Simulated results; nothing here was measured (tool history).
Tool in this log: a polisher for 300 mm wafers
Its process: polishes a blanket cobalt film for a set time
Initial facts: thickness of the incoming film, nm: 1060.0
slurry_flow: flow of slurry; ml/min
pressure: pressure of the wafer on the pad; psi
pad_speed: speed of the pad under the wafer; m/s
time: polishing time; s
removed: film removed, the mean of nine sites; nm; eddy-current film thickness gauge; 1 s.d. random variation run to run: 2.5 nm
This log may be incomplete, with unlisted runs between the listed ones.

run	hour	slurry_flow	pressure	pad_speed	time	removed
1	0	230	2	1.24	26	161.01
2	8.5	230	2	1.56	26	205.39
3	16.7	230	1.8	1.56	26	181.47
4	23.9	275	1.8	1.56	26	187.68
# hour 27.5: slurry nozzle cleaned
5	27.5	280	2	1.56	26	223.65
6	28.3	300	2	1.56	26	224
7	30.6	310	2	1.56	26	222.31
8	38	315	2.1	1.56	26	236.73
9	41.1	320	2.1	1.56	26	236.84
10	47	325	2.1	1.56	26	240.96
11	49.9	330	2.1	1.56	26	241.5

Forecast run 12:
12	57.5	335	2.1	1.56	26	?

Run 12 produced removed 242.05 nm.

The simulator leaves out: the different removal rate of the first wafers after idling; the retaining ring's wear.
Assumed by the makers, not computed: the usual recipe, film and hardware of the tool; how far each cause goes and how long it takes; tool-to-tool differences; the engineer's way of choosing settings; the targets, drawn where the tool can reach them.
